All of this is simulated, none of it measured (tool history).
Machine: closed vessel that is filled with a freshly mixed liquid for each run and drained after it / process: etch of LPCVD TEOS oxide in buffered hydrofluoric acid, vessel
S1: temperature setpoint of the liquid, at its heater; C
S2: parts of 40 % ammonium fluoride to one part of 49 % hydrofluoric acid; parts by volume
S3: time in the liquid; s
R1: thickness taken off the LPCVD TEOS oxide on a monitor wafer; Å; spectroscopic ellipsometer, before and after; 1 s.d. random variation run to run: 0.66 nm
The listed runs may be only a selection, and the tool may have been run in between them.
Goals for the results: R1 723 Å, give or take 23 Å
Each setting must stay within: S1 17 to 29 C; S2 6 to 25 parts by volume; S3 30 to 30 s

run  hour    S1    S2  S3      R1
  1     0    21  15.5  30  378.61
  2   5.5    22    15  30  421.87
  3  13.1    23    15  30  431.62
  4  17.1    23    13  30  506.88
  5  24.2    24    13  30  538.88
  6  31.5  24.5    13  30  545.94
  7  34.1    25    13  30  567.35
  8  40.3  25.5    13  30  579.62
  9  45.3    26    13  30  584.19
 10  54.3  26.5    13  30  612.26

Pick the move, out of 4, that brings all results within their allowed miss; only one does.
  A  63.3    27  12  30   ?
  B  63.3  25.5  11  30   ?
  C  63.3  26.5  12  30   ?
  D  63.3  28.5  12  30   ?

move      R1
   A  679.79
   B  682.69
   C  661.82
   D  736.32
A: moves toward the targets from the last run without getting all of them in spec
B: moves toward the targets from the last run without getting all of them in spec
C: moves toward the targets from the last run without getting all of them in spec
D: in spec on every target
The move that meets every target is D.

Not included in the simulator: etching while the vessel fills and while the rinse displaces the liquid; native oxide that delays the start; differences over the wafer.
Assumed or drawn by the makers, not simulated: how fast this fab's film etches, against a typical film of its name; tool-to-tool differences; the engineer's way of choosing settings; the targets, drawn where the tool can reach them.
